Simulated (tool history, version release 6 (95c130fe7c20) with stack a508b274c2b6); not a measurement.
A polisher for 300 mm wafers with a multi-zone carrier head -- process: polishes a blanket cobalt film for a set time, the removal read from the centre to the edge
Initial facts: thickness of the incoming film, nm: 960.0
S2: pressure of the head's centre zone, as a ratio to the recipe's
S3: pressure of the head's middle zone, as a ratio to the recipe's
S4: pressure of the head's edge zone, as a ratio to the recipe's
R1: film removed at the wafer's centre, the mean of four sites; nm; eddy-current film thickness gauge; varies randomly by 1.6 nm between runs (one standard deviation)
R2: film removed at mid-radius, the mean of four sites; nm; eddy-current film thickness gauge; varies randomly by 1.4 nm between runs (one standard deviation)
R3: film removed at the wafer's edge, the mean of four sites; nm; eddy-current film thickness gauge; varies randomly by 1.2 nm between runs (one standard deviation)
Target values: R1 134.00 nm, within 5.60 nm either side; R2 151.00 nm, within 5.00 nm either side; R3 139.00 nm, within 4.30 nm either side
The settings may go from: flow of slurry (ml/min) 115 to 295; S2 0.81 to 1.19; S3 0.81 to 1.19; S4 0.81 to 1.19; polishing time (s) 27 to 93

run 1 hour=0.0 | flow_of_slurry_(ml/min)=190 S2=1.00 S3=1.00 S4=1.00 polishing_time_(s)=59 | R1=240.55 R2=246.89 R3=256.40
run 2 hour=8.6 | flow_of_slurry_(ml/min)=190 S2=1.09 S3=1.00 S4=1.00 polishing_time_(s)=59 | R1=262.45 R2=248.23 R3=252.79
run 3 hour=15.2 | flow_of_slurry_(ml/min)=190 S2=1.09 S3=1.00 S4=0.93 polishing_time_(s)=59 | R1=267.47 R2=247.49 R3=242.16
run 4 hour=23.3 | flow_of_slurry_(ml/min)=210 S2=1.09 S3=1.00 S4=0.93 polishing_time_(s)=59 | R1=266.03 R2=250.91 R3=246.05
run 5 hour=25.9 | flow_of_slurry_(ml/min)=210 S2=1.17 S3=1.00 S4=0.93 polishing_time_(s)=59 | R1=287.89 R2=251.36 R3=247.10
run 6 hour=28.9 | flow_of_slurry_(ml/min)=210 S2=1.17 S3=1.00 S4=0.99 polishing_time_(s)=59 | R1=286.38 R2=249.85 R3=254.97
run 7 hour=33.4 | flow_of_slurry_(ml/min)=200 S2=1.10 S3=1.00 S4=0.95 polishing_time_(s)=51 | R1=229.22 R2=214.82 R3=215.06
run 8 hour=40.8 | flow_of_slurry_(ml/min)=190 S2=1.05 S3=1.01 S4=0.91 polishing_time_(s)=46 | R1=198.74 R2=195.29 R3=186.87
run 9 hour=49.5 | flow_of_slurry_(ml/min)=180 S2=1.00 S3=1.00 S4=0.89 polishing_time_(s)=43 | R1=169.29 R2=177.25 R3=172.02
run 10 hour=55.7 | flow_of_slurry_(ml/min)=170 S2=0.99 S3=1.00 S4=0.87 polishing_time_(s)=41 | R1=164.32 R2=170.33 R3=162.65
run 11 hour=62.0 | flow_of_slurry_(ml/min)=165 S2=0.97 S3=1.00 S4=0.85 polishing_time_(s)=40 | R1=152.46 R2=166.32 R3=154.96
run 12 hour=67.6 | flow_of_slurry_(ml/min)=155 S2=0.96 S3=0.99 S4=0.84 polishing_time_(s)=39 | R1=147.54 R2=157.48 R3=151.06
run 13 hour=73.4 | flow_of_slurry_(ml/min)=150 S2=0.95 S3=1.00 S4=0.83 polishing_time_(s)=38 | R1=140.58 R2=152.33 R3=143.76
run 14 hour=81.2 | flow_of_slurry_(ml/min)=145 S2=0.94 S3=1.01 S4=0.83 polishing_time_(s)=38 | R1=137.59 R2=154.18 R3=144.58

Of the 5 settings listed for the next run, only one would bring every result within its allowed miss of target. Which one?
run A hour=89.0 | flow_of_slurry_(ml/min)=150 S2=0.93 S3=1.01 S4=0.81 polishing_time_(s)=37 | R1=? R2=? R3=?
run B hour=89.0 | flow_of_slurry_(ml/min)=155 S2=1.02 S3=1.18 S4=0.81 polishing_time_(s)=36 | R1=? R2=? R3=?
run C hour=89.0 | flow_of_slurry_(ml/min)=150 S2=0.83 S3=0.95 S4=0.88 polishing_time_(s)=39 | R1=? R2=? R3=?
run D hour=89.0 | flow_of_slurry_(ml/min)=135 S2=0.95 S3=0.99 S4=0.84 polishing_time_(s)=40 | R1=? R2=? R3=?
run E hour=89.0 | flow_of_slurry_(ml/min)=145 S2=1.03 S3=1.03 S4=0.93 polishing_time_(s)=38 | R1=? R2=? R3=?

move=A R1=136.44 R2=150.97 R3=140.03
move=B R1=146.95 R2=168.79 R3=136.56
move=C R1=128.17 R2=151.20 R3=153.26
move=D R1=146.95 R2=156.95 R3=151.46
move=E R1=154.14 R2=156.46 R3=152.26
A: in spec on every target
B: the furthest-off result lands on target, but another misses its tolerance
C: lands further from the targets than the last run did
D: lands further from the targets than the last run did
E: lands further from the targets than the last run did
So the answer is move A, the one that meets all the targets.

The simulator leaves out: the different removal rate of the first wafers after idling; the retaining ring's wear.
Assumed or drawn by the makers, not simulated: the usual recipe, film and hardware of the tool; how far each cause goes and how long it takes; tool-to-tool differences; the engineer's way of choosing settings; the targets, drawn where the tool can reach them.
